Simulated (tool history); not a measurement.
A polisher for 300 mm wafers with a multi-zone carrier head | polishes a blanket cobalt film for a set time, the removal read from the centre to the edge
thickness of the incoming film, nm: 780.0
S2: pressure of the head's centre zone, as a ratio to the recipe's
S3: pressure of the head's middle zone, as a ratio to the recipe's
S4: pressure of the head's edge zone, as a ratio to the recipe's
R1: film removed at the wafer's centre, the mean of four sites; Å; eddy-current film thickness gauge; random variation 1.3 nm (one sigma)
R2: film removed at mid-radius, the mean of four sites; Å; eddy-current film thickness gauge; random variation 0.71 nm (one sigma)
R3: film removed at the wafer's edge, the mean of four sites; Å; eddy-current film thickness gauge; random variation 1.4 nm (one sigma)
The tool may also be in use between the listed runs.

Run 1, hour 0.0: flow of slurry (ml/min) 160, S2 1.00, S3 1.00, S4 1.00, polishing time (s) 50. Result: R1 2383.8 Å, R2 2269.4 Å, R3 2326.4 Å.
Run 2, hour 6.5: flow of slurry (ml/min) 160, S2 1.00, S3 0.95, S4 1.00, polishing time (s) 50. Result: R1 2366.8 Å, R2 2187.6 Å, R3 2307.1 Å.
Run 3, hour 13.0: flow of slurry (ml/min) 160, S2 1.00, S3 0.95, S4 1.00, polishing time (s) 40. Result: R1 1914.5 Å, R2 1730.8 Å, R3 1855.2 Å.
Run 4, hour 14.4: flow of slurry (ml/min) 160, S2 1.00, S3 0.95, S4 1.05, polishing time (s) 40. Result: R1 1907.1 Å, R2 1747.5 Å, R3 1939.9 Å.
Run 5, hour 22.6: flow of slurry (ml/min) 150, S2 1.01, S3 0.91, S4 1.00, polishing time (s) 37. Result: R1 1763.5 Å, R2 1532.5 Å, R3 1728.4 Å.
Run 6, hour 28.9: flow of slurry (ml/min) 145, S2 1.02, S3 0.89, S4 0.95, polishing time (s) 35. Result: R1 1676.9 Å, R2 1415.0 Å, R3 1615.8 Å.
Run 7, hour 34.7: flow of slurry (ml/min) 145, S2 1.04, S3 0.89, S4 0.91, polishing time (s) 32. Result: R1 1595.9 Å, R2 1293.5 Å, R3 1428.9 Å.
Run 8, hour 39.6: flow of slurry (ml/min) 135, S2 1.04, S3 0.88, S4 0.88, polishing time (s) 31. Result: R1 1514.2 Å, R2 1226.5 Å, R3 1344.0 Å.

Run 9 comes next. What will it give?
Run 9, hour 40.8: flow of slurry (ml/min) 125, S2 1.05, S3 0.87, S4 0.86, polishing time (s) 31. Result: R1 ?, R2 ?, R3 ?.

{"run 9": {"R1": 1492.3, "R2": 1209.9, "R3": 1343.2}}

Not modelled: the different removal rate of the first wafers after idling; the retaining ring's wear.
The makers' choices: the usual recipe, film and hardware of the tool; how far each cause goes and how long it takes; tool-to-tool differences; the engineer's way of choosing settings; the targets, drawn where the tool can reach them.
